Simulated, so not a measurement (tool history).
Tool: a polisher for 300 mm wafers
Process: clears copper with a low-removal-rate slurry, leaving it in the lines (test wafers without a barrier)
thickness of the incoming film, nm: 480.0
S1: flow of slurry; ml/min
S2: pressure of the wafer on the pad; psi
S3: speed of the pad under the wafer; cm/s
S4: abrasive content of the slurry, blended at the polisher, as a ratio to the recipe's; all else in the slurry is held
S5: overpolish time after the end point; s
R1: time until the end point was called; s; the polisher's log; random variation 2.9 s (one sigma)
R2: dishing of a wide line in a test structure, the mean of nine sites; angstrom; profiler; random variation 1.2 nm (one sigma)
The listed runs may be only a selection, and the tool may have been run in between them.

run    day   S1   S2   S3  S4  S5      R1      R2
  1      0  315  3.2  122   1  24  174.55  482.44
  2  0.221  315  3.2  104   1  24  190.98  450.38
  3  0.425  315  3.4  104   1  27     186   521.9
  4  0.721  315  3.6  104   1  29  179.01  567.53
  5  1.067  315  3.6  130   1  29   152.4  634.03
  6  1.279  315  3.6  128   1  31  158.21     678
  7  1.467  315  3.6  128   1  32   155.6  673.87

For run 8, what comes out?
  8  1.608  315  3.6  126   1  33   ?   ?

Run 8 produced R1 156.28 s, R2 679.29 angstrom.

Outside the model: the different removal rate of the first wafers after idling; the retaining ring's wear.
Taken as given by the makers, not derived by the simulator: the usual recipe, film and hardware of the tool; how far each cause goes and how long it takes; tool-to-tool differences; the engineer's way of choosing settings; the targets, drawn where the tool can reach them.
